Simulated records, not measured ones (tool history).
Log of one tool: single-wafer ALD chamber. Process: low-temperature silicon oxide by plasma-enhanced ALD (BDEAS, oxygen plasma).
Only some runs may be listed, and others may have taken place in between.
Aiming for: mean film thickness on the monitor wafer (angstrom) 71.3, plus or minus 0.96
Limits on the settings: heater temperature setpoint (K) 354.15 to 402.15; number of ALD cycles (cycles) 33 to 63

run	hour	heater temperature setpoint (K)	number of ALD cycles (cycles)	mean film thickness on the monitor wafer (angstrom)
1	0	378.15	48	67.193
2	0.6	375.15	49	69.203
3	2.9	373.15	49	69.592
4	7.3	373.15	53	75.015
5	10.5	373.15	60	85.06
6	19.1	384.15	60	82.663
7	25.6	387.15	58	79.941
8	31	389.15	56	76.523
9	35	391.15	55	75.337
10	38.8	392.15	54	73.504
11	47.8	393.15	54	73.149
12	53.8	394.15	54	73.352
13	57.9	395.15	54	73.139
14	61.2	396.15	54	73.347
# hour 62.4: thermocouple changed; heater temperature recalibrated
15	62.4	396.15	54	72.468

Exercise: of the 4 proposed moves below, exactly one satisfies all targets within the stated allowed misses. Which move is it?
A	63.6	400.15	55	?
B	63.6	392.15	54	?
C	63.6	397.15	53	?
D	63.6	400.15	56	?

move	mean film thickness on the monitor wafer (angstrom)
A	73.691
B	73.453
C	71.417
D	75.031
A: the biggest miss grows against the last run
B: the biggest miss grows against the last run
C: all results in spec
D: the biggest miss grows against the last run
Answer: C
